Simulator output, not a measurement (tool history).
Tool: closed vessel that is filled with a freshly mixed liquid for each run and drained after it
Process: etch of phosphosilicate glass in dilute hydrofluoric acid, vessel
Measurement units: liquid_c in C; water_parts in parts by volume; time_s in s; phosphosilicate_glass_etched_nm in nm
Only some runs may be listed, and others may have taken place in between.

run	hour	liquid_c	water_parts	time_s	phosphosilicate_glass_etched_nm
1	0.0	24.0	225	100	78.909
2	7.4	24.0	225	105	82.906
3	10.2	26.0	205	105	99.761
4	15.0	22.5	205	105	88.409
5	15.7	22.5	280	105	59.852
6	22.8	20.5	280	105	54.866
7	23.4	23.5	240	105	75.367
8	23.9	23.5	240	105	74.931

What does the tool deliver on the next run?
9	25.2	26.0	210	105	?

{"run 9": {"phosphosilicate_glass_etched_nm": 96.39}}

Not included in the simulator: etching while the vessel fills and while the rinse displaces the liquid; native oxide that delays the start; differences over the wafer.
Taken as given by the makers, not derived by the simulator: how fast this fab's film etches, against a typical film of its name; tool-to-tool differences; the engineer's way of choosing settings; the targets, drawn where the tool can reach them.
